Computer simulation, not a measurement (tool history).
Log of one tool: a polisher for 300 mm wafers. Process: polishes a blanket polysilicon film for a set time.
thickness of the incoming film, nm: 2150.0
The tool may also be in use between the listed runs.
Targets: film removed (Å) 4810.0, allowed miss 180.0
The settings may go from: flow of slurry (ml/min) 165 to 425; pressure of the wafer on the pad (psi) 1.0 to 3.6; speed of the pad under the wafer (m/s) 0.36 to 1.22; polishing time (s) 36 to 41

run,hour,flow of slurry (ml/min),pressure of the wafer on the pad (psi),speed of the pad under the wafer (m/s),polishing time (s),film removed (Å)
1,0.0,275,2.3,0.78,41,2601.4
2,2.4,275,2.3,0.78,41,2579.7
3,4.9,275,2.3,0.88,41,2882.4
4,6.3,275,2.7,0.88,41,3385.7
5,8.2,275,2.2,0.88,41,2833.4
6,15.4,275,2.5,0.88,41,3083.5
7,18.3,275,2.9,0.90,41,3593.4
8,24.7,275,3.1,0.92,41,3888.7
9,29.1,275,3.3,0.94,41,4142.2
10,35.9,275,3.4,0.96,41,4380.0
11,40.7,275,3.5,0.98,41,4559.7

5 next moves are on the table. One of them brings every result within its allowed miss. Which?
A,45.5,365,3.1,1.14,40,?
B,45.5,270,3.3,1.00,41,?
C,45.5,275,3.4,1.10,37,?
D,45.5,275,3.6,1.14,40,?
E,45.5,300,3.5,1.00,39,?

move,film removed (Å)
A,4819.3
B,4455.6
C,4535.8
D,5332.1
E,4504.1
A: meets every target
B: further off than the last run
C: further off than the last run
D: takes the result that was furthest off past its target
E: further off than the last run
Answer: A
